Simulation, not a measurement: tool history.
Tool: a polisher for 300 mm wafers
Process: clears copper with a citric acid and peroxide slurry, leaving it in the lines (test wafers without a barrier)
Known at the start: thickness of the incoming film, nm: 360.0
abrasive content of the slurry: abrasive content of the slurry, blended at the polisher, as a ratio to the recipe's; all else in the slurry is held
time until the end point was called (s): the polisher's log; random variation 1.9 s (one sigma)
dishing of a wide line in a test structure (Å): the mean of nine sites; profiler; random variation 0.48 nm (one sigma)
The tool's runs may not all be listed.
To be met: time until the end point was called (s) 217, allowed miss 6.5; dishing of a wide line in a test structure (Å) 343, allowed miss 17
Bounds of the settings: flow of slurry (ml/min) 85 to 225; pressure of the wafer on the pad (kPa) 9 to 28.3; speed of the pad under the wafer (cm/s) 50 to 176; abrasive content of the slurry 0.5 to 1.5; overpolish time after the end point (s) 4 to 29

run	hour	flow of slurry (ml/min)	pressure of the wafer on the pad (kPa)	speed of the pad under the wafer (cm/s)	abrasive content of the slurry	overpolish time after the end point (s)	time until the end point was called (s)	dishing of a wide line in a test structure (Å)
1	0	145	18.6	112	1	15	168.32	260.94
2	2.1	165	18.6	112	1	15	164.95	262.81
3	9	165	18.6	112	1	10	165.99	182.8
4	11.1	200	18.6	112	1	10	159.78	188.79
5	19.5	190	17.2	112	1	14	174.64	237.63
6	21.6	190	17.2	112	1	8	173.43	138.99
7	29.7	180	17.2	108	1	12	178.69	199.5
8	34.8	180	16.5	104	1.05	15	187.98	231.13
9	36.8	170	16.5	104	1	17	195.13	255.11
10	41.5	170	16.5	104	1	17	194.66	245.38
11	49.6	130	15.2	104	1	24	220.49	302.56
12	51.9	135	15.2	104	1	25	221.71	307.76
13	59.2	140	15.2	104	1	25	222.11	314.28
14	60.6	145	15.2	104	1	25	215.36	319.42

Which of these 4 next moves meets every target?
A	62	90	15.2	112	1.25	25	?	?
B	62	210	11.7	164	0.8	25	?	?
C	62	165	14.5	106	1.05	27	?	?
D	62	130	16.5	98	1.1	26	?	?

move	time until the end point was called (s)	dishing of a wide line in a test structure (Å)
A	219.25	311.25
B	195.93	335.49
C	214.27	337.02
D	206.03	339.93
A: further off than the last run
B: brings the result that was furthest off to its target, and leaves another outside
C: meets every target
D: brings the result that was furthest off to its target, and leaves another outside
The right move is C.
